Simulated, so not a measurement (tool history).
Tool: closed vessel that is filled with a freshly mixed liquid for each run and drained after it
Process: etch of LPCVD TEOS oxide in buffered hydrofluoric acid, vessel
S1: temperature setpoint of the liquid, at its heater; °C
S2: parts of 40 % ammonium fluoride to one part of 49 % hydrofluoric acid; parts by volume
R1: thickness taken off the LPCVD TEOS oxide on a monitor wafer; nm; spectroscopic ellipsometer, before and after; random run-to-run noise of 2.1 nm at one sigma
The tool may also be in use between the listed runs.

{"run": 1, "hour": 0.0, "S1": 25, "S2": 12, "time in the liquid (s)": 100, "R1": 245.86}
{"run": 2, "hour": 8.8, "S1": 22, "S2": 12, "time in the liquid (s)": 100, "R1": 207.76}
{"run": 3, "hour": 13.4, "S1": 25, "S2": 12, "time in the liquid (s)": 100, "R1": 242.22}
{"run": 4, "hour": 20.0, "S1": 25, "S2": 13.5, "time in the liquid (s)": 100, "R1": 217.56}
{"run": 5, "hour": 21.5, "S1": 22, "S2": 13.5, "time in the liquid (s)": 100, "R1": 186.08}
{"run": 6, "hour": 28.4, "S1": 19, "S2": 13.5, "time in the liquid (s)": 100, "R1": 156.93}
{"run": 7, "hour": 31.8, "S1": 21.5, "S2": 12.5, "time in the liquid (s)": 100, "R1": 194.29}
{"run": 8, "hour": 40.9, "S1": 23.5, "S2": 12, "time in the liquid (s)": 100, "R1": 225.7}
{"run": 9, "hour": 48.2, "S1": 25, "S2": 11.5, "time in the liquid (s)": 100, "R1": 255.36}
{"run": 10, "hour": 50.8, "S1": 26.5, "S2": 11, "time in the liquid (s)": 100, "R1": 287.46}
{"run": 11, "hour": 55.1, "S1": 27.5, "S2": 10.5, "time in the liquid (s)": 100, "R1": 319}
{"run": 12, "hour": 63.9, "S1": 28.5, "S2": 10.5, "time in the liquid (s)": 100, "R1": 338.07}
{"run": 13, "hour": 65.3, "S1": 29, "S2": 10.5, "time in the liquid (s)": 100, "R1": 345}
{"run": 14, "hour": 74.6, "S1": 29.5, "S2": 10.5, "time in the liquid (s)": 100, "R1": 351.99}
{"run": 15, "hour": 75.4, "S1": 30, "S2": 10, "time in the liquid (s)": 100, "R1": 383.34}
{"run": 16, "hour": 84.0, "S1": 30.5, "S2": 10, "time in the liquid (s)": 100, "R1": 391.99}
{"run": 17, "hour": 88.3, "S1": 31, "S2": 10, "time in the liquid (s)": 100, "R1": 398}

The next listed run, before its measurement:
{"run": 18, "hour": 96.6, "S1": 31.5, "S2": 9.5, "time in the liquid (s)": 100, "R1": "?"}

Run 18 produced R1 426.62 nm.
